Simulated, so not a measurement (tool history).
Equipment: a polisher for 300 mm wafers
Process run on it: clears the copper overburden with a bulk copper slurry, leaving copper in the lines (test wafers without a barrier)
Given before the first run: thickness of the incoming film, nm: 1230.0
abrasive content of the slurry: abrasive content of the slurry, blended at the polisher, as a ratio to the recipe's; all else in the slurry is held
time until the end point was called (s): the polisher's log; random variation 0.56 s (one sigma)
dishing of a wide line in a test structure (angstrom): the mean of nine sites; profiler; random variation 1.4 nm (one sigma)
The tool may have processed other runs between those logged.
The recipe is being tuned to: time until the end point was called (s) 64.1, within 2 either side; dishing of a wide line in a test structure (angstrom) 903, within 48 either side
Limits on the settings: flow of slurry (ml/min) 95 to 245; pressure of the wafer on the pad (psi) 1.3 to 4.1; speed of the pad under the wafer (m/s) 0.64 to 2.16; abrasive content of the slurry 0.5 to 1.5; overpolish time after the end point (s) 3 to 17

run,hour,flow of slurry (ml/min),pressure of the wafer on the pad (psi),speed of the pad under the wafer (m/s),abrasive content of the slurry,overpolish time after the end point (s),time until the end point was called (s),dishing of a wide line in a test structure (angstrom)
1,0,155,2.7,1.4,1,9,85.347,639.08
2,7.8,160,2.8,1.4,1,9,80.543,650.35
3,13.8,165,2.9,1.4,1,9,78.003,684.39
4,17.1,170,3,1.4,1,9,75.48,704.89
5,19.4,140,3,1.4,1,9,76.144,679.6
6,21.4,140,3.3,1.4,1,9,70.503,736.62
7,23.4,145,3.3,1.4,1,9,70.512,771.1
8,32.1,145,3.3,1.4,1,9,69.829,740.56
9,36.1,150,3.3,1.4,1,9,68.299,750.6
10,39.4,155,3.3,1.4,1,9,68.237,748.16
11,43.2,160,3.3,1.4,1,9,68.345,733.86
12,50.9,160,3.4,1.4,1,11,66.93,841.28

Consider the 4 candidate settings below. Which is the only one whose results all fall within their allowed miss of target?
A,58.6,145,3.4,1.18,1.15,14,?,?
B,58.6,165,3.5,1.18,1,15,?,?
C,58.6,135,3.9,1.12,1.05,13,?,?
D,58.6,115,4.1,1.5,0.65,11,?,?

move,time until the end point was called (s),dishing of a wide line in a test structure (angstrom)
A,73.266,914.37
B,73.138,944.41
C,68.909,935.61
D,65.159,900.16
A: its largest miss is bigger than the last run's
B: its largest miss is bigger than the last run's
C: its largest miss is bigger than the last run's
D: every result within its allowed miss
So the answer is move D, the one that meets all the targets.
